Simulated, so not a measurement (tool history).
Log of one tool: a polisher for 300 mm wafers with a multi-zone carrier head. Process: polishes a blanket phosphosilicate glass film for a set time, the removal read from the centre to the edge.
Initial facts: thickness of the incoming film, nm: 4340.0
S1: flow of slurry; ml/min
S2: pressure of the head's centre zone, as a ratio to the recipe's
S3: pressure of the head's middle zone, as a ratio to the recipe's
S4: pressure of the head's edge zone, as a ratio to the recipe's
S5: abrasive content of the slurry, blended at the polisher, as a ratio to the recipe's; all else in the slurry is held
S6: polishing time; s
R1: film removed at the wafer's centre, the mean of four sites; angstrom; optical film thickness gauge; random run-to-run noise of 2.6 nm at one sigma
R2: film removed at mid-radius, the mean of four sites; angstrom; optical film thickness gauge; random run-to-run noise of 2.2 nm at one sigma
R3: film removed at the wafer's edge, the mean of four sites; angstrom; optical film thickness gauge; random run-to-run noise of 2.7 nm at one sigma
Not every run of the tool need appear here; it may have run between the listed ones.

Run 1, day 0.000: S1 260 ml/min, S2 1.00, S3 1.00, S4 1.00, S5 1.00, S6 49 s. Result: R1 3281.0 angstrom, R2 3221.6 angstrom, R3 3155.1 angstrom.
Run 2, day 0.046: S1 255 ml/min, S2 0.96, S3 0.99, S4 0.97, S5 0.85, S6 48 s. Result: R1 2803.8 angstrom, R2 2838.8 angstrom, R3 2839.1 angstrom.
Run 3, day 0.183: S1 215 ml/min, S2 0.96, S3 0.99, S4 0.97, S5 0.85, S6 48 s. Result: R1 2782.1 angstrom, R2 2822.7 angstrom, R3 2757.1 angstrom.
Run 4, day 0.288: S1 205 ml/min, S2 0.93, S3 0.99, S4 0.94, S5 0.80, S6 48 s. Result: R1 2571.3 angstrom, R2 2742.9 angstrom, R3 2687.9 angstrom.
Run 5, day 0.329: S1 200 ml/min, S2 0.92, S3 1.00, S4 0.92, S5 0.70, S6 48 s. Result: R1 2339.1 angstrom, R2 2532.2 angstrom, R3 2405.5 angstrom.
Run 6, day 0.429: S1 200 ml/min, S2 0.92, S3 1.00, S4 0.96, S5 0.70, S6 48 s. Result: R1 2314.8 angstrom, R2 2517.0 angstrom, R3 2447.1 angstrom.
Run 7, day 0.454: S1 195 ml/min, S2 0.91, S3 1.01, S4 0.96, S5 0.65, S6 48 s. Result: R1 2186.8 angstrom, R2 2435.4 angstrom, R3 2375.3 angstrom.

Forecast run 8:
Run 8, day 0.704: S1 190 ml/min, S2 0.91, S3 1.01, S4 0.95, S5 0.65, S6 48 s. Result: R1 ?, R2 ?, R3 ?.

{"run 8": {"R1": 2183.9, "R2": 2398.1, "R3": 2408.4}}

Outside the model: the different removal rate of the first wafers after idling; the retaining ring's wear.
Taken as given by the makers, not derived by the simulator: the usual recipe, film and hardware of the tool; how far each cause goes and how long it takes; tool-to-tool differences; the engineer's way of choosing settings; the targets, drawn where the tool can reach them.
